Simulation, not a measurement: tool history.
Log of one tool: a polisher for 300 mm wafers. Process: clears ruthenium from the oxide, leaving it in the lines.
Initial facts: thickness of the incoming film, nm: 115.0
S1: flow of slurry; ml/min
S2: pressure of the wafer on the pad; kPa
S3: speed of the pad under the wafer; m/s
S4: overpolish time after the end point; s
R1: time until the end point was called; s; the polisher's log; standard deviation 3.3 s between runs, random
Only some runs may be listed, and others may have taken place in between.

| run | hour | S1 | S2 | S3 | S4 | R1 |
|---|---|---|---|---|---|---|
| 1 | 0.0 | 275 | 11.0 | 1.24 | 5 | 102.220 |
| 2 | 6.7 | 275 | 11.0 | 1.46 | 5 | 87.234 |
| 3 | 9.9 | 275 | 8.3 | 1.46 | 5 | 116.370 |
| 4 | 14.0 | 325 | 8.3 | 1.46 | 5 | 113.880 |
| 5 | 15.8 | 325 | 8.3 | 1.46 | 5 | 110.600 |
| 6 | 19.7 | 325 | 8.3 | 1.26 | 5 | 132.910 |
| 7 | 22.7 | 325 | 7.6 | 1.24 | 5 | 142.390 |
| 8 | 30.9 | 320 | 4.8 | 1.02 | 5 | 266.310 |

For run 9, what comes out?
| 9 | 37.6 | 330 | 5.5 | 1.02 | 5 | ? |

R1: 235.680 s
